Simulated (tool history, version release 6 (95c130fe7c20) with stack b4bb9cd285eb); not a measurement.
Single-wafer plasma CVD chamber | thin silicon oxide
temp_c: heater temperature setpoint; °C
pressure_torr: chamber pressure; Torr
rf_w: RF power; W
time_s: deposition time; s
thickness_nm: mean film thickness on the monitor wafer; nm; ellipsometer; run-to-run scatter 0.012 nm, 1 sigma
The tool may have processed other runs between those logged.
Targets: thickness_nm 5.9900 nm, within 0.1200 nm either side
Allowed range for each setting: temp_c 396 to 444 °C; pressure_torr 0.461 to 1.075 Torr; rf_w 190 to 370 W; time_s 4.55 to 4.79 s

run 1 day=0.000 | temp_c=420 pressure_torr=0.768 rf_w=280 time_s=4.79 | thickness_nm=7.8737
run 2 day=0.317 | temp_c=420 pressure_torr=0.853 rf_w=280 time_s=4.79 | thickness_nm=8.7165
run 3 day=0.404 | temp_c=420 pressure_torr=0.796 rf_w=280 time_s=4.79 | thickness_nm=8.1789
run 4 day=0.462 | temp_c=420 pressure_torr=0.748 rf_w=280 time_s=4.79 | thickness_nm=7.6984
run 5 day=0.817 | temp_c=411 pressure_torr=0.748 rf_w=280 time_s=4.79 | thickness_nm=7.7461
run 6 day=0.979 | temp_c=405 pressure_torr=0.748 rf_w=280 time_s=4.79 | thickness_nm=7.7537
run 7 day=1.317 | temp_c=405 pressure_torr=0.709 rf_w=280 time_s=4.79 | thickness_nm=7.3285
run 8 day=1.492 | temp_c=405 pressure_torr=0.680 rf_w=280 time_s=4.79 | thickness_nm=7.0305
run 9 day=1.658 | temp_c=405 pressure_torr=0.658 rf_w=280 time_s=4.79 | thickness_nm=6.7850
run 10 day=1.975 | temp_c=405 pressure_torr=0.642 rf_w=280 time_s=4.79 | thickness_nm=6.6381
run 11 day=2.200 | temp_c=405 pressure_torr=0.629 rf_w=280 time_s=4.79 | thickness_nm=6.4600
run 12 day=2.412 | temp_c=405 pressure_torr=0.629 rf_w=280 time_s=4.79 | thickness_nm=6.4569
run 13 day=2.775 | temp_c=405 pressure_torr=0.620 rf_w=280 time_s=4.79 | thickness_nm=6.3559

Consider the 4 candidate settings below. Which is the only one whose results all fall within their allowed miss of target?
run A day=3.138 | temp_c=406 pressure_torr=0.585 rf_w=280 time_s=4.55 | thickness_nm=?
run B day=3.138 | temp_c=402 pressure_torr=0.554 rf_w=295 time_s=4.79 | thickness_nm=?
run C day=3.138 | temp_c=396 pressure_torr=0.589 rf_w=265 time_s=4.58 | thickness_nm=?
run D day=3.138 | temp_c=397 pressure_torr=0.617 rf_w=275 time_s=4.55 | thickness_nm=?

move=A thickness_nm=5.6763
move=B thickness_nm=5.7109
move=C thickness_nm=5.7145
move=D thickness_nm=6.0252
A: takes the result that was furthest off past its target
B: takes the result that was furthest off past its target
C: takes the result that was furthest off past its target
D: every result lands within tolerance
D meets every target.
